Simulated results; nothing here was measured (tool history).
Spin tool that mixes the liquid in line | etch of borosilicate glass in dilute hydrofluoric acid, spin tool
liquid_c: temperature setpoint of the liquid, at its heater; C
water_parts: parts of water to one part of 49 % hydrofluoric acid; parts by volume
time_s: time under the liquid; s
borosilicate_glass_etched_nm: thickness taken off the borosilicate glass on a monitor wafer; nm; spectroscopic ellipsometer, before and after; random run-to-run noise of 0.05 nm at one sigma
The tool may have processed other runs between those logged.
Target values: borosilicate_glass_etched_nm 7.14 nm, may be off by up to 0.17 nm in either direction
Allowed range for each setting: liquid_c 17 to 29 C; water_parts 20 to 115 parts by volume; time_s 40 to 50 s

{"run": 1, "day": 0.0, "liquid_c": 21, "water_parts": 65, "time_s": 50, "borosilicate_glass_etched_nm": 12.788}
{"run": 2, "day": 0.333, "liquid_c": 20, "water_parts": 70, "time_s": 50, "borosilicate_glass_etched_nm": 11.291}
{"run": 3, "day": 0.546, "liquid_c": 19, "water_parts": 75, "time_s": 50, "borosilicate_glass_etched_nm": 10.012}
{"run": 4, "day": 0.85, "liquid_c": 20.5, "water_parts": 75, "time_s": 50, "borosilicate_glass_etched_nm": 10.595}
{"run": 5, "day": 1.133, "liquid_c": 20.5, "water_parts": 75, "time_s": 40, "borosilicate_glass_etched_nm": 8.501}
{"run": 6, "day": 1.25, "liquid_c": 18, "water_parts": 75, "time_s": 40, "borosilicate_glass_etched_nm": 7.656}
{"run": 7, "day": 1.529, "liquid_c": 17.5, "water_parts": 75, "time_s": 40, "borosilicate_glass_etched_nm": 7.5148}
{"run": 8, "day": 1.712, "liquid_c": 17, "water_parts": 75, "time_s": 40, "borosilicate_glass_etched_nm": 7.3435}
{"run": 9, "day": 2.058, "liquid_c": 17, "water_parts": 75, "time_s": 40, "borosilicate_glass_etched_nm": 7.2944}
{"run": 10, "day": 2.25, "liquid_c": 17.5, "water_parts": 75, "time_s": 40, "borosilicate_glass_etched_nm": 7.4761}
{"run": 11, "day": 2.392, "liquid_c": 17, "water_parts": 75, "time_s": 40, "borosilicate_glass_etched_nm": 7.3882}
{"run": 12, "day": 2.538, "liquid_c": 17, "water_parts": 80, "time_s": 40, "borosilicate_glass_etched_nm": 6.8308}

Exercise: of the 4 proposed moves below, exactly one satisfies all targets within the stated allowed misses. Which move is it?
{"run": "A", "day": 2.683, "liquid_c": 17, "water_parts": 95, "time_s": 45, "borosilicate_glass_etched_nm": "?"}
{"run": "B", "day": 2.683, "liquid_c": 18, "water_parts": 85, "time_s": 45, "borosilicate_glass_etched_nm": "?"}
{"run": "C", "day": 2.683, "liquid_c": 17, "water_parts": 85, "time_s": 40, "borosilicate_glass_etched_nm": "?"}
{"run": "D", "day": 2.683, "liquid_c": 17, "water_parts": 95, "time_s": 50, "borosilicate_glass_etched_nm": "?"}

move=A borosilicate_glass_etched_nm=6.3846
move=B borosilicate_glass_etched_nm=7.5236
move=C borosilicate_glass_etched_nm=6.4101
move=D borosilicate_glass_etched_nm=7.094
A: moves away from the targets compared with the last run
B: carries the result that was furthest off beyond its target, to the other side
C: moves away from the targets compared with the last run
D: all results land within tolerance of their targets
Move D is the one to make.
